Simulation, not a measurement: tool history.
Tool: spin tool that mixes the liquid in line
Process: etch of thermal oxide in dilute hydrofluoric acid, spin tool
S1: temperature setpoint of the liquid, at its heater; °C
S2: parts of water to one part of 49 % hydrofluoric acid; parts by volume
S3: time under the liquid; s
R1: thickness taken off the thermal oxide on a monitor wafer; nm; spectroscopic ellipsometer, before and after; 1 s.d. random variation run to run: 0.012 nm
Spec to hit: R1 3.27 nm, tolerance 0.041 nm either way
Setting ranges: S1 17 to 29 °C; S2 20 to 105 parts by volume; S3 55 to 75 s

Run 1, hour 0: S1 21 °C, S2 55 parts by volume, S3 75 s. Result: R1 6.0715 nm.
Run 2, hour 3.8: S1 24 °C, S2 55 parts by volume, S3 75 s. Result: R1 6.8598 nm.
Run 3, hour 9.9: S1 24 °C, S2 55 parts by volume, S3 75 s. Result: R1 6.8677 nm.
Run 4, hour 18.1: S1 23 °C, S2 60 parts by volume, S3 75 s. Result: R1 6.0301 nm.
Run 5, hour 19.1: S1 20 °C, S2 60 parts by volume, S3 75 s. Result: R1 5.2842 nm.
Run 6, hour 20.9: S1 20 °C, S2 60 parts by volume, S3 55 s. Result: R1 3.8606 nm.
Run 7, hour 27.3: S1 17 °C, S2 65 parts by volume, S3 55 s. Result: R1 3.1463 nm.
Run 8, hour 28.2: S1 17.5 °C, S2 65 parts by volume, S3 55 s. Result: R1 3.2109 nm.

Consider the 4 candidate settings below. Which is the only one whose results all fall within their allowed miss of target?
Run A, hour 29.1: S1 17 °C, S2 70 parts by volume, S3 60 s. Result: R1 ?.
Run B, hour 29.1: S1 19.5 °C, S2 90 parts by volume, S3 70 s. Result: R1 ?.
Run C, hour 29.1: S1 17 °C, S2 65 parts by volume, S3 55 s. Result: R1 ?.
Run D, hour 29.1: S1 17.5 °C, S2 80 parts by volume, S3 70 s. Result: R1 ?.

move      R1
   A  3.1419
   B  3.0993
   C  3.1186
   D  3.2412
A: lands further from the targets than the last run did
B: lands further from the targets than the last run did
C: lands further from the targets than the last run did
D: hits every target within its allowed miss
D is the move that brings every result within its allowed miss.
